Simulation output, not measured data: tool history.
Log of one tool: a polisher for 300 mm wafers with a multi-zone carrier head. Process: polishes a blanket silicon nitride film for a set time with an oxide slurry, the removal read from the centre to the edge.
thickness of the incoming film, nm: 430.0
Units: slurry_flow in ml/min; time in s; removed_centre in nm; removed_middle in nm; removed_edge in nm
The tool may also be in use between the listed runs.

Run 1, hour 0.0: slurry_flow 215 ml/min, centre_zone 1.00, middle_zone 1.00, edge_zone 1.00, slurry_solids 1.00, time 61 s. Result: removed_centre 53.531 nm, removed_middle 52.928 nm, removed_edge 53.630 nm.
Run 2, hour 6.4: slurry_flow 265 ml/min, centre_zone 1.00, middle_zone 1.00, edge_zone 1.00, slurry_solids 1.00, time 61 s. Result: removed_centre 54.141 nm, removed_middle 53.742 nm, removed_edge 54.937 nm.
Run 3, hour 10.7: slurry_flow 295 ml/min, centre_zone 1.00, middle_zone 1.00, edge_zone 1.00, slurry_solids 1.00, time 61 s. Result: removed_centre 54.652 nm, removed_middle 53.626 nm, removed_edge 55.084 nm.
Run 4, hour 12.7: slurry_flow 295 ml/min, centre_zone 1.00, middle_zone 1.05, edge_zone 1.00, slurry_solids 1.00, time 61 s. Result: removed_centre 57.170 nm, removed_middle 55.885 nm, removed_edge 55.087 nm.
Run 5, hour 16.6: slurry_flow 295 ml/min, centre_zone 1.00, middle_zone 0.99, edge_zone 1.00, slurry_solids 1.00, time 61 s. Result: removed_centre 56.264 nm, removed_middle 54.362 nm, removed_edge 55.109 nm.
Run 6, hour 24.4: slurry_flow 270 ml/min, centre_zone 1.00, middle_zone 0.99, edge_zone 1.00, slurry_solids 1.00, time 61 s. Result: removed_centre 55.290 nm, removed_middle 52.777 nm, removed_edge 55.151 nm.

The next listed run, before its measurement:
Run 7, hour 26.5: slurry_flow 265 ml/min, centre_zone 0.95, middle_zone 0.97, edge_zone 0.97, slurry_solids 0.85, time 52 s. Result: removed_centre ?, removed_middle ?, removed_edge ?.

removed_centre: 40.233 nm
removed_middle: 39.865 nm
removed_edge: 41.635 nm
